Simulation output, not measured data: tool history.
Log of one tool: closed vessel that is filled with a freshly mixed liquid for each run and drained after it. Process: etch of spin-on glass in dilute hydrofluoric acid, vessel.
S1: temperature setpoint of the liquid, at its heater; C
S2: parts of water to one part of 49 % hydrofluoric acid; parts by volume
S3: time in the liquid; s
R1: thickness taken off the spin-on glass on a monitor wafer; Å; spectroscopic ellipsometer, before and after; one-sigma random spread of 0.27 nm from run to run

Run 1, day 0.000: S1 20.0 C, S2 225 parts by volume, S3 85 s. Result: R1 161.36 Å.
Run 2, day 0.125: S1 17.5 C, S2 225 parts by volume, S3 85 s. Result: R1 146.77 Å.
Run 3, day 0.475: S1 19.0 C, S2 215 parts by volume, S3 85 s. Result: R1 166.28 Å.
Run 4, day 0.633: S1 20.5 C, S2 210 parts by volume, S3 85 s. Result: R1 180.80 Å.
Run 5, day 0.675: S1 20.5 C, S2 290 parts by volume, S3 85 s. Result: R1 121.84 Å.
Run 6, day 0.862: S1 17.5 C, S2 290 parts by volume, S3 85 s. Result: R1 110.43 Å.
Run 7, day 1.171: S1 19.0 C, S2 270 parts by volume, S3 85 s. Result: R1 128.31 Å.
Run 8, day 1.308: S1 23.0 C, S2 180 parts by volume, S3 85 s. Result: R1 242.77 Å.
Run 9, day 1.396: S1 23.5 C, S2 180 parts by volume, S3 85 s. Result: R1 244.04 Å.
Run 10, day 1.504: S1 24.0 C, S2 180 parts by volume, S3 85 s. Result: R1 245.82 Å.
Run 11, day 1.838: S1 24.0 C, S2 180 parts by volume, S3 85 s. Result: R1 248.88 Å.
Run 12, day 1.912: S1 24.5 C, S2 180 parts by volume, S3 85 s. Result: R1 255.08 Å.
Run 13, day 2.125: S1 25.0 C, S2 180 parts by volume, S3 85 s. Result: R1 258.98 Å.

For run 14, what comes out?
Run 14, day 2.338: S1 26.0 C, S2 180 parts by volume, S3 85 s. Result: R1 ?.

R1: 265.73 Å

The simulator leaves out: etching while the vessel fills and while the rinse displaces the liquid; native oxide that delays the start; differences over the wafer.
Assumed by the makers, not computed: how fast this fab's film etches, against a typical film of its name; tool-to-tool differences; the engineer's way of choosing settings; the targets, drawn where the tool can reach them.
